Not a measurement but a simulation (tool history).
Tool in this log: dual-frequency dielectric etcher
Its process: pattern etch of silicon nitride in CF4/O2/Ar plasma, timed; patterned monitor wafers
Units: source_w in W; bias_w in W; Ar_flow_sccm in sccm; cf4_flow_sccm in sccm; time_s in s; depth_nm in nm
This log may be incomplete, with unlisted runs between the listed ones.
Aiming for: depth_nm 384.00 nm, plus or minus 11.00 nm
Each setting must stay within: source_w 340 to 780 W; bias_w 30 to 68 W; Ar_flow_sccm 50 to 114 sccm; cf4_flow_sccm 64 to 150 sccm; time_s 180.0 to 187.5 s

{"run": 1, "day": 0.0, "source_w": 560, "bias_w": 49, "Ar_flow_sccm": 82, "cf4_flow_sccm": 107, "time_s": 180.0, "depth_nm": 339.08}
{"run": 2, "day": 0.35, "source_w": 570, "bias_w": 49, "Ar_flow_sccm": 82, "cf4_flow_sccm": 107, "time_s": 180.0, "depth_nm": 344.43}
{"run": 3, "day": 0.617, "source_w": 570, "bias_w": 49, "Ar_flow_sccm": 82, "cf4_flow_sccm": 107, "time_s": 180.0, "depth_nm": 344.5}
{"run": 4, "day": 0.892, "source_w": 570, "bias_w": 43, "Ar_flow_sccm": 82, "cf4_flow_sccm": 107, "time_s": 180.0, "depth_nm": 332.51}
{"run": 5, "day": 1.121, "source_w": 580, "bias_w": 43, "Ar_flow_sccm": 82, "cf4_flow_sccm": 107, "time_s": 180.0, "depth_nm": 338.28}
{"run": 6, "day": 1.183, "source_w": 590, "bias_w": 43, "Ar_flow_sccm": 82, "cf4_flow_sccm": 107, "time_s": 180.0, "depth_nm": 344.07}
{"run": 7, "day": 1.292, "source_w": 600, "bias_w": 43, "Ar_flow_sccm": 82, "cf4_flow_sccm": 107, "time_s": 180.0, "depth_nm": 348.05}
{"run": 8, "day": 1.458, "source_w": 600, "bias_w": 43, "Ar_flow_sccm": 82, "cf4_flow_sccm": 107, "time_s": 180.0, "depth_nm": 349.5}
{"run": 9, "day": 1.708, "source_w": 610, "bias_w": 43, "Ar_flow_sccm": 82, "cf4_flow_sccm": 107, "time_s": 180.0, "depth_nm": 354.88}
{"run": 10, "day": 1.738, "source_w": 620, "bias_w": 43, "Ar_flow_sccm": 82, "cf4_flow_sccm": 107, "time_s": 180.0, "depth_nm": 360.48}
{"run": 11, "day": 2.038, "source_w": 630, "bias_w": 43, "Ar_flow_sccm": 82, "cf4_flow_sccm": 107, "time_s": 180.0, "depth_nm": 366.03}

Which one of the following 5 next-run settings gets every result inside its allowed miss? There is exactly one.
{"run": "A", "day": 2.338, "source_w": 580, "bias_w": 52, "Ar_flow_sccm": 66, "cf4_flow_sccm": 102, "time_s": 180.0, "depth_nm": "?"}
{"run": "B", "day": 2.338, "source_w": 600, "bias_w": 43, "Ar_flow_sccm": 82, "cf4_flow_sccm": 120, "time_s": 180.5, "depth_nm": "?"}
{"run": "C", "day": 2.338, "source_w": 600, "bias_w": 41, "Ar_flow_sccm": 85, "cf4_flow_sccm": 107, "time_s": 186.0, "depth_nm": "?"}
{"run": "D", "day": 2.338, "source_w": 620, "bias_w": 43, "Ar_flow_sccm": 72, "cf4_flow_sccm": 108, "time_s": 187.5, "depth_nm": "?"}
{"run": "E", "day": 2.338, "source_w": 620, "bias_w": 34, "Ar_flow_sccm": 67, "cf4_flow_sccm": 106, "time_s": 180.0, "depth_nm": "?"}

move=A depth_nm=359.32
move=B depth_nm=351.51
move=C depth_nm=352.39
move=D depth_nm=377.34
move=E depth_nm=342.42
A: moves away from the targets compared with the last run
B: moves away from the targets compared with the last run
C: moves away from the targets compared with the last run
D: meets every target
E: moves away from the targets compared with the last run
Go with D: it meets all targets.

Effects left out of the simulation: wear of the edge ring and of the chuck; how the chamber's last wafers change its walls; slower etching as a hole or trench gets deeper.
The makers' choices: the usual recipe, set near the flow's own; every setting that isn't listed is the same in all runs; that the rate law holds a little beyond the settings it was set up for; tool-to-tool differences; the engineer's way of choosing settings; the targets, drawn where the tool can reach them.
